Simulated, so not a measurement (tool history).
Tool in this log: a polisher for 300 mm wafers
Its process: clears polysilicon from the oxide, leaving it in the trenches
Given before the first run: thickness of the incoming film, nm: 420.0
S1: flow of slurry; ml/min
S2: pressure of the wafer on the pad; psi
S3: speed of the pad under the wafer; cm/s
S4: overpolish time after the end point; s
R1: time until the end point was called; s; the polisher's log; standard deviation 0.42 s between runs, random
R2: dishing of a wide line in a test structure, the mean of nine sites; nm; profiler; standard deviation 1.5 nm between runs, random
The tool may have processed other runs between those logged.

Run 1, hour 0.0: S1 250 ml/min, S2 3.1 psi, S3 94 cm/s, S4 18 s. Result: R1 32.392 s, R2 56.598 nm.
Run 2, hour 3.6: S1 250 ml/min, S2 3.3 psi, S3 94 cm/s, S4 19 s. Result: R1 30.830 s, R2 60.407 nm.
Run 3, hour 5.0: S1 250 ml/min, S2 2.6 psi, S3 94 cm/s, S4 19 s. Result: R1 37.122 s, R2 61.283 nm.
Run 4, hour 9.5: S1 250 ml/min, S2 2.1 psi, S3 94 cm/s, S4 19 s. Result: R1 44.098 s, R2 59.591 nm.
Run 5, hour 14.2: S1 250 ml/min, S2 2.1 psi, S3 76 cm/s, S4 19 s. Result: R1 50.762 s, R2 55.498 nm.
Run 6, hour 20.3: S1 195 ml/min, S2 2.1 psi, S3 76 cm/s, S4 19 s. Result: R1 52.302 s, R2 52.886 nm.
Run 7, hour 26.7: S1 200 ml/min, S2 2.5 psi, S3 80 cm/s, S4 19 s. Result: R1 43.768 s, R2 57.737 nm.

The next listed run, before its measurement:
Run 8, hour 32.5: S1 200 ml/min, S2 2.9 psi, S3 82 cm/s, S4 18 s. Result: R1 ?, R2 ?.

Run 8 yielded R1 38.498 s, R2 56.937 nm.

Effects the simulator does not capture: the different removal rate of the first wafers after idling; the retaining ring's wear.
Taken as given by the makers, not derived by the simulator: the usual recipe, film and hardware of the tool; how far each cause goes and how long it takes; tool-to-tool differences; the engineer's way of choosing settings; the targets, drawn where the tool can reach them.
